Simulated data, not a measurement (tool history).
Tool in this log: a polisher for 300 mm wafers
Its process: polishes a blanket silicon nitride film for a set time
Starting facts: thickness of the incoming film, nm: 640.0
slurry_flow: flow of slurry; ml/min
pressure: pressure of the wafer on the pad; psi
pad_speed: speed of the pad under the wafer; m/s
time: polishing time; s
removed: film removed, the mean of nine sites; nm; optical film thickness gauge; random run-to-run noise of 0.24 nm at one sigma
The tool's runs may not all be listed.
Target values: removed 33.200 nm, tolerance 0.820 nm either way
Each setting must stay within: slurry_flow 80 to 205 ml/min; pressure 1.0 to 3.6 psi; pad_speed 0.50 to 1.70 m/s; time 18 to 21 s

run,day,slurry_flow,pressure,pad_speed,time,removed
1,0.000,135,2.3,1.10,21,30.046
2,0.267,145,2.3,1.10,21,30.192
3,0.400,150,2.3,1.10,21,30.548
4,0.725,150,2.3,0.86,21,24.523
5,0.975,140,2.3,0.86,21,24.661
6,1.258,140,2.4,0.86,21,25.435
7,1.412,145,2.5,0.86,21,26.799
8,1.671,150,2.6,0.86,21,27.806

Exercise: of the 5 proposed moves below, exactly one satisfies all targets within the stated allowed misses. Which move is it?
A,1.929,155,3.0,0.62,18,?
B,1.929,145,3.6,0.76,21,?
C,1.929,145,3.0,0.96,20,?
D,1.929,180,2.7,0.70,18,?
E,1.929,160,2.7,0.64,21,?

move,removed
A,21.087
B,34.319
C,32.962
D,21.352
E,22.860
A: moves away from the targets compared with the last run
B: carries the result that was furthest off beyond its target, to the other side
C: all results land within tolerance of their targets
D: moves away from the targets compared with the last run
E: moves away from the targets compared with the last run
C is the move that brings every result within its allowed miss.
